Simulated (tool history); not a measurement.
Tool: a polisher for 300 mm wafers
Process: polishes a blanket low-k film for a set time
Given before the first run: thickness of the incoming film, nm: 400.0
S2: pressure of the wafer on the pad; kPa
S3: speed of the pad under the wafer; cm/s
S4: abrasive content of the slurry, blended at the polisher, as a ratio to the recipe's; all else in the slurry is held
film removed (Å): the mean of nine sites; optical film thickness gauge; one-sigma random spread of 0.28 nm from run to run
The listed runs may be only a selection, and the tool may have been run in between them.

{"run": 1, "hour": 0.0, "flow of slurry (ml/min)": 140, "S2": 9.7, "S3": 128, "S4": 1.0, "polishing time (s)": 53, "film removed (Å)": 202.91}
{"run": 2, "hour": 4.4, "flow of slurry (ml/min)": 140, "S2": 9.7, "S3": 128, "S4": 1.0, "polishing time (s)": 53, "film removed (Å)": 198.95}
{"run": 3, "hour": 6.2, "flow of slurry (ml/min)": 145, "S2": 10.3, "S3": 128, "S4": 1.0, "polishing time (s)": 53, "film removed (Å)": 211.98}
{"run": 4, "hour": 7.4, "flow of slurry (ml/min)": 145, "S2": 11.0, "S3": 130, "S4": 1.0, "polishing time (s)": 53, "film removed (Å)": 233.95}
{"run": 5, "hour": 10.8, "flow of slurry (ml/min)": 145, "S2": 11.0, "S3": 130, "S4": 0.95, "polishing time (s)": 53, "film removed (Å)": 224.93}
{"run": 6, "hour": 18.4, "flow of slurry (ml/min)": 145, "S2": 11.0, "S3": 130, "S4": 0.95, "polishing time (s)": 48, "film removed (Å)": 202.02}
{"run": 7, "hour": 25.2, "flow of slurry (ml/min)": 150, "S2": 11.7, "S3": 134, "S4": 0.95, "polishing time (s)": 48, "film removed (Å)": 226.02}
{"run": 8, "hour": 32.8, "flow of slurry (ml/min)": 155, "S2": 12.4, "S3": 136, "S4": 0.95, "polishing time (s)": 48, "film removed (Å)": 240.64}
{"run": 9, "hour": 38.8, "flow of slurry (ml/min)": 155, "S2": 12.4, "S3": 136, "S4": 0.95, "polishing time (s)": 48, "film removed (Å)": 240.18}
{"run": 10, "hour": 44.4, "flow of slurry (ml/min)": 190, "S2": 15.2, "S3": 146, "S4": 0.95, "polishing time (s)": 48, "film removed (Å)": 314.0}

Forecast run 11:
{"run": 11, "hour": 46.5, "flow of slurry (ml/min)": 190, "S2": 15.2, "S3": 150, "S4": 0.95, "polishing time (s)": 48, "film removed (Å)": "?"}

film removed (Å): 321.85
